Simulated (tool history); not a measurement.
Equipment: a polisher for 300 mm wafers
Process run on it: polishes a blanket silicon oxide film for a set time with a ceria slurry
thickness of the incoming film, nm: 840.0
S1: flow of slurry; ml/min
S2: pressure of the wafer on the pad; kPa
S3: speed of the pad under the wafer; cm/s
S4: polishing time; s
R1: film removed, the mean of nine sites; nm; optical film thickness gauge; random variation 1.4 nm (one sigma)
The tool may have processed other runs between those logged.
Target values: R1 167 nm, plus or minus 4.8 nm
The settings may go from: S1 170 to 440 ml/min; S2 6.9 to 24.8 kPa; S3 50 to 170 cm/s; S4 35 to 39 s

{"run": 1, "hour": 0.0, "S1": 280, "S2": 15.9, "S3": 110, "S4": 39, "R1": 112.31}
{"run": 2, "hour": 3.3, "S1": 280, "S2": 16.5, "S3": 110, "S4": 39, "R1": 117.7}
{"run": 3, "hour": 11.7, "S1": 280, "S2": 17.2, "S3": 110, "S4": 39, "R1": 119.54}
{"run": 4, "hour": 12.3, "S1": 280, "S2": 17.9, "S3": 110, "S4": 39, "R1": 125.32}
{"run": 5, "hour": 16.0, "S1": 280, "S2": 18.6, "S3": 110, "S4": 39, "R1": 129.13}
{"run": 6, "hour": 21.0, "S1": 345, "S2": 18.6, "S3": 110, "S4": 39, "R1": 132.82}
{"run": 7, "hour": 23.1, "S1": 345, "S2": 19.3, "S3": 110, "S4": 39, "R1": 138.11}
{"run": 8, "hour": 25.0, "S1": 350, "S2": 21.4, "S3": 110, "S4": 39, "R1": 154.51}
{"run": 9, "hour": 29.1, "S1": 350, "S2": 22.1, "S3": 110, "S4": 39, "R1": 158.93}

Which of these 4 next moves meets every target?
{"run": "A", "hour": 33.2, "S1": 415, "S2": 20.7, "S3": 120, "S4": 39, "R1": "?"}
{"run": "B", "hour": 33.2, "S1": 440, "S2": 21.4, "S3": 130, "S4": 37, "R1": "?"}
{"run": "C", "hour": 33.2, "S1": 325, "S2": 20.7, "S3": 122, "S4": 38, "R1": "?"}
{"run": "D", "hour": 33.2, "S1": 350, "S2": 22.8, "S3": 112, "S4": 36, "R1": "?"}

move=A R1=161.31
move=B R1=168.33
move=C R1=156.26
move=D R1=153.57
A: closes in on the targets versus the last run, not all within tolerance yet
B: hits every target within its allowed miss
C: moves away from the targets compared with the last run
D: moves away from the targets compared with the last run
Answer: B
